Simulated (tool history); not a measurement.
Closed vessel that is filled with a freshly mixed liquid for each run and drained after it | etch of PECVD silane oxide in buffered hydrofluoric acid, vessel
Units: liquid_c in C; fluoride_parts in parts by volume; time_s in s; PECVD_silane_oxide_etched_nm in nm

run  hour  liquid_c  fluoride_parts  time_s  PECVD_silane_oxide_etched_nm
  1   0.0      22.0            10.0     105                        219.23
  2   5.9      20.5            10.0     105                        203.95
  3  13.5      20.5            10.0     110                        212.50
  4  19.4      20.5            10.0     105                        200.58
  5  22.0      20.5            12.5     105                        161.16
  6  25.2      20.5            11.5     105                        179.68
  7  32.2      19.5            12.0     105                        158.78

Forecast run 8:
  8  38.5      19.5            12.0     105                             ?

PECVD_silane_oxide_etched_nm: 159.57 nm
